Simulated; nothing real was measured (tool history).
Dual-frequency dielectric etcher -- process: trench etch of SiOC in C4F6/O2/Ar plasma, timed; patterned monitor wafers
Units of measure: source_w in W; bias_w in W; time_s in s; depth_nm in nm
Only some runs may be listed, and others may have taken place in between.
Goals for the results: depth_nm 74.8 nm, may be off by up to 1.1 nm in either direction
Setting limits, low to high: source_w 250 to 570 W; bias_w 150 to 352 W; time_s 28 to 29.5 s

| run | hour | source_w | bias_w | time_s | depth_nm |
|---|---|---|---|---|---|
| 1 | 0 | 410 | 251 | 28 | 65.915 |
| 2 | 6.3 | 410 | 251 | 29.5 | 69.028 |
| 3 | 11.9 | 420 | 252 | 29.5 | 70.311 |
| 4 | 13.7 | 420 | 270 | 29.5 | 71.72 |
| 5 | 15.3 | 430 | 271 | 29.5 | 72.534 |
| 6 | 20.7 | 430 | 271 | 28 | 68.594 |
| 7 | 27 | 440 | 272 | 28 | 69.969 |
| 8 | 29.3 | 450 | 273 | 28 | 70.603 |
| 9 | 29.9 | 460 | 273 | 28 | 71.401 |
| 10 | 35.9 | 470 | 273 | 28 | 72.169 |

Of the 5 settings listed for the next run, only one would bring every result within its allowed miss of target. Which one?
| A | 41.9 | 490 | 273 | 29 | ? |
| B | 41.9 | 510 | 205 | 28 | ? |
| C | 41.9 | 450 | 276 | 28 | ? |
| D | 41.9 | 490 | 259 | 28.5 | ? |
| E | 41.9 | 510 | 274 | 28.5 | ? |

| move | depth_nm |
|---|---|
| A | 76.651 |
| B | 71.199 |
| C | 70.95 |
| D | 74.464 |
| E | 76.955 |
A: carries the result that was furthest off beyond its target, to the other side
B: moves away from the targets compared with the last run
C: moves away from the targets compared with the last run
D: every result lands within tolerance
E: carries the result that was furthest off beyond its target, to the other side
The right move is D.
